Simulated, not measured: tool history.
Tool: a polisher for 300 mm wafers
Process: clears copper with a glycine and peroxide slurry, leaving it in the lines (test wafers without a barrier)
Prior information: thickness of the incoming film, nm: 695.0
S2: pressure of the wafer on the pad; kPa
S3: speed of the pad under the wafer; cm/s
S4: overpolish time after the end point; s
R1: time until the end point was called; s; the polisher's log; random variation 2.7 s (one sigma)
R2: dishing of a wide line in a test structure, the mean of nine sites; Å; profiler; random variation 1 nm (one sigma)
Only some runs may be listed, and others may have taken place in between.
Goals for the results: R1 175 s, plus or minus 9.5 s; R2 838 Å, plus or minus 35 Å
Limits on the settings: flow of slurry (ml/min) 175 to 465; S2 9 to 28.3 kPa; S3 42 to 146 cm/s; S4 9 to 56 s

run 1 hour=0 | flow_of_slurry_(ml/min)=295 S2=18.6 S3=94 S4=29 | R1=114.68 R2=1048.1
run 2 hour=1.4 | flow_of_slurry_(ml/min)=295 S2=15.9 S3=94 S4=29 | R1=131.58 R2=950.22
run 3 hour=4.2 | flow_of_slurry_(ml/min)=295 S2=15.9 S3=94 S4=21 | R1=131.83 R2=762.04
run 4 hour=8.4 | flow_of_slurry_(ml/min)=295 S2=15.2 S3=94 S4=23 | R1=135.14 R2=748.68
run 5 hour=16.5 | flow_of_slurry_(ml/min)=295 S2=17.9 S3=94 S4=23 | R1=116.11 R2=864.45
run 6 hour=19.2 | flow_of_slurry_(ml/min)=295 S2=17.9 S3=76 S4=23 | R1=134.08 R2=778.04
run 7 hour=21.9 | flow_of_slurry_(ml/min)=295 S2=17.2 S3=76 S4=24 | R1=140.69 R2=789.79
run 8 hour=23.9 | flow_of_slurry_(ml/min)=295 S2=16.5 S3=76 S4=25 | R1=148.68 R2=811.38
run 9 hour=29.8 | flow_of_slurry_(ml/min)=295 S2=16.5 S3=76 S4=26 | R1=141.56 R2=811.28
run 10 hour=37.5 | flow_of_slurry_(ml/min)=295 S2=15.9 S3=76 S4=27 | R1=144.82 R2=831.33
run 11 hour=41.8 | flow_of_slurry_(ml/min)=295 S2=15.2 S3=76 S4=28 | R1=153.54 R2=818.15
run 12 hour=44.6 | flow_of_slurry_(ml/min)=295 S2=15.2 S3=76 S4=29 | R1=152.28 R2=837.19
run 13 hour=51.7 | flow_of_slurry_(ml/min)=295 S2=14.5 S3=76 S4=30 | R1=155.84 R2=856.53

Consider the 5 candidate settings below. Which is the only one whose results all fall within their allowed miss of target?
run A hour=58.8 | flow_of_slurry_(ml/min)=330 S2=10.3 S3=94 S4=41 | R1=? R2=?
run B hour=58.8 | flow_of_slurry_(ml/min)=285 S2=13.1 S3=86 S4=26 | R1=? R2=?
run C hour=58.8 | flow_of_slurry_(ml/min)=375 S2=15.9 S3=68 S4=29 | R1=? R2=?
run D hour=58.8 | flow_of_slurry_(ml/min)=330 S2=15.9 S3=66 S4=26 | R1=? R2=?
run E hour=58.8 | flow_of_slurry_(ml/min)=280 S2=12.4 S3=76 S4=33 | R1=? R2=?

move=A R1=173.58 R2=924.34
move=B R1=155.23 R2=731.24
move=C R1=151.29 R2=827.66
move=D R1=154.83 R2=746.55
move=E R1=173.02 R2=810.45
A: puts the biggest miss on target and leaves a different result outside tolerance
B: the biggest miss grows against the last run
C: the biggest miss grows against the last run
D: the biggest miss grows against the last run
E: every result lands within tolerance
The move that meets every target is E.
